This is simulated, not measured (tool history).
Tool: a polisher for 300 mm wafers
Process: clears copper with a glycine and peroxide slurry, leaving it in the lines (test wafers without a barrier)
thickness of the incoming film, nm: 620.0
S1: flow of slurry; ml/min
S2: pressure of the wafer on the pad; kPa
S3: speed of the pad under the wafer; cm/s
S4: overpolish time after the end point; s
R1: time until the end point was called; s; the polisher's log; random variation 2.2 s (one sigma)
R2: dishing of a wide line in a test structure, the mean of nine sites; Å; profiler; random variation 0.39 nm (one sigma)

run,hour,S1,S2,S3,S4,R1,R2
1,0.0,310,20.0,82,17,112.84,309.00
2,6.4,310,20.0,64,17,137.07,290.73
3,14.0,310,20.0,64,11,135.73,228.82
4,21.2,310,19.3,64,11,136.14,231.12
5,27.8,310,23.4,64,11,119.00,245.39
6,31.5,310,22.8,64,11,123.74,245.68

Forecast run 7:
7,33.4,310,22.1,64,11,?,?

{"run 7": {"R1": 125.93, "R2": 245.31}}
